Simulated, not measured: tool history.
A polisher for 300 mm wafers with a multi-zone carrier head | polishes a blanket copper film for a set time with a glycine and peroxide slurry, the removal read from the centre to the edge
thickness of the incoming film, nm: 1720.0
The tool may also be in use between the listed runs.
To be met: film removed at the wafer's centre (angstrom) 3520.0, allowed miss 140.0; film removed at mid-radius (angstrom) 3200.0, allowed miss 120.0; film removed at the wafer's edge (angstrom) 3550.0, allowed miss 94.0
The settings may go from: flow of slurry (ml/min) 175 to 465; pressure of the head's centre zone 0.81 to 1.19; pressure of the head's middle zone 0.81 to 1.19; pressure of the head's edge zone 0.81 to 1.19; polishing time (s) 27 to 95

run	hour	flow of slurry (ml/min)	pressure of the head's centre zone	pressure of the head's middle zone	pressure of the head's edge zone	polishing time (s)	film removed at the wafer's centre (angstrom)	film removed at mid-radius (angstrom)	film removed at the wafer's edge (angstrom)
1	0.0	295	1.00	1.00	1.00	61	2638.8	2588.0	2680.0
2	8.9	295	1.00	1.00	1.08	61	2607.7	2658.4	2789.5
3	15.0	325	1.00	1.00	1.08	61	2634.1	2639.8	2813.5
4	18.9	250	1.00	1.00	1.08	61	2538.2	2530.1	2735.5
5	24.6	275	1.03	1.00	1.11	64	2789.1	2693.1	2942.9
6	31.0	295	1.05	1.01	1.13	66	2994.5	2853.1	3079.9
7	34.3	310	1.06	1.01	1.15	68	3177.7	2966.7	3225.1
8	37.1	325	1.06	1.01	1.16	69	3218.8	3065.1	3308.7
9	40.6	340	1.07	1.00	1.17	70	3275.0	3078.5	3361.9
# hour 44.5: worn pad replaced by a new one
10	44.5	340	1.08	1.00	1.18	71	3669.0	3325.6	3728.4
11	45.9	315	1.07	0.98	1.14	72	3611.2	3273.1	3647.5
12	51.6	305	1.07	0.98	1.14	72	3555.2	3325.6	3652.3

Which of these 4 next moves meets every target?
A	57.3	245	1.18	1.06	1.14	70	?	?	?
B	57.3	320	1.10	0.99	1.17	68	?	?	?
C	57.3	290	1.00	1.01	1.11	76	?	?	?
D	57.3	280	0.99	1.05	1.17	75	?	?	?

move	film removed at the wafer's centre (angstrom)	film removed at mid-radius (angstrom)	film removed at the wafer's edge (angstrom)
A	3787.3	3229.2	3469.7
B	3547.2	3086.3	3501.8
C	3560.9	3463.7	3778.0
D	3464.1	3498.7	3817.2
A: brings the result that was furthest off to its target, and leaves another outside
B: meets every target
C: further off than the last run
D: further off than the last run
The right move is B.
